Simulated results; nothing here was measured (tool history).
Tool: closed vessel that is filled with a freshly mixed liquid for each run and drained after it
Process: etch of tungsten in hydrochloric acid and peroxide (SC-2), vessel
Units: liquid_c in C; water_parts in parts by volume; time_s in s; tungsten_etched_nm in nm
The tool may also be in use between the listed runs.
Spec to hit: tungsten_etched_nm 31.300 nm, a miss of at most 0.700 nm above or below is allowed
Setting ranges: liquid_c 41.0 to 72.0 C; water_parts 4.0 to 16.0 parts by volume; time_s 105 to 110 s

run	hour	liquid_c	water_parts	time_s	tungsten_etched_nm
1	0.0	57.0	9.0	105	42.094
2	7.1	57.0	9.0	105	42.319
3	11.2	57.0	12.0	105	32.985
4	13.8	56.5	12.0	105	32.183
5	22.5	56.5	10.0	105	38.116
6	24.3	56.0	10.0	105	36.357
7	30.3	55.5	10.0	105	35.480
8	33.5	55.0	10.0	105	33.810
9	42.2	54.5	10.0	105	32.967
10	50.1	54.0	10.0	105	32.171

4 next moves are on the table. One of them brings every result within its allowed miss. Which?
A	58.0	50.0	7.5	110	?
B	58.0	58.0	12.5	105	?
C	58.0	53.5	10.5	110	?
D	58.0	55.0	10.5	105	?

move	tungsten_etched_nm
A	32.774
B	34.493
C	31.376
D	33.015
A: the biggest miss grows against the last run
B: the biggest miss grows against the last run
C: all results in spec
D: the biggest miss grows against the last run
Answer: C
